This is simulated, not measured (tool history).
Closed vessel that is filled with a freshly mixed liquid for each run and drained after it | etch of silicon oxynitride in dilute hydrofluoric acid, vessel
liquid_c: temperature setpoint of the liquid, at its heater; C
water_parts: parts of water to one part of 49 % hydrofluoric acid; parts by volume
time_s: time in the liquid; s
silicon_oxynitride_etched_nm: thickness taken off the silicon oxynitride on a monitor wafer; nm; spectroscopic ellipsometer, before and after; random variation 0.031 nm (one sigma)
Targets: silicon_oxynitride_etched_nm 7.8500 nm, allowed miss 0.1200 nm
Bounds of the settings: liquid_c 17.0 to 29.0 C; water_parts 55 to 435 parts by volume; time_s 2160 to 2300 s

{"run": 1, "hour": 0.0, "liquid_c": 21.0, "water_parts": 245, "time_s": 2160, "silicon_oxynitride_etched_nm": 10.502}
{"run": 2, "hour": 5.5, "liquid_c": 21.0, "water_parts": 245, "time_s": 2160, "silicon_oxynitride_etched_nm": 10.606}
{"run": 3, "hour": 13.5, "liquid_c": 21.0, "water_parts": 325, "time_s": 2160, "silicon_oxynitride_etched_nm": 7.5396}
{"run": 4, "hour": 22.1, "liquid_c": 21.0, "water_parts": 275, "time_s": 2160, "silicon_oxynitride_etched_nm": 9.2009}
{"run": 5, "hour": 26.4, "liquid_c": 20.0, "water_parts": 275, "time_s": 2160, "silicon_oxynitride_etched_nm": 8.849}
{"run": 6, "hour": 32.5, "liquid_c": 19.5, "water_parts": 275, "time_s": 2160, "silicon_oxynitride_etched_nm": 8.6579}
{"run": 7, "hour": 37.2, "liquid_c": 19.0, "water_parts": 275, "time_s": 2160, "silicon_oxynitride_etched_nm": 8.4188}
{"run": 8, "hour": 44.0, "liquid_c": 17.0, "water_parts": 275, "time_s": 2160, "silicon_oxynitride_etched_nm": 7.6585}
{"run": 9, "hour": 49.9, "liquid_c": 17.0, "water_parts": 275, "time_s": 2160, "silicon_oxynitride_etched_nm": 7.6579}

4 next moves are on the table. One of them brings every result within its allowed miss. Which?
{"run": "A", "hour": 55.8, "liquid_c": 18.5, "water_parts": 290, "time_s": 2245, "silicon_oxynitride_etched_nm": "?"}
{"run": "B", "hour": 55.8, "liquid_c": 17.5, "water_parts": 275, "time_s": 2210, "silicon_oxynitride_etched_nm": "?"}
{"run": "C", "hour": 55.8, "liquid_c": 17.5, "water_parts": 275, "time_s": 2160, "silicon_oxynitride_etched_nm": "?"}
{"run": "D", "hour": 55.8, "liquid_c": 18.0, "water_parts": 275, "time_s": 2165, "silicon_oxynitride_etched_nm": "?"}

move=A silicon_oxynitride_etched_nm=8.0468
move=B silicon_oxynitride_etched_nm=8.0487
move=C silicon_oxynitride_etched_nm=7.8666
move=D silicon_oxynitride_etched_nm=8.0682
A: takes the result that was furthest off past its target
B: takes the result that was furthest off past its target
C: meets every target
D: takes the result that was furthest off past its target
Answer: C
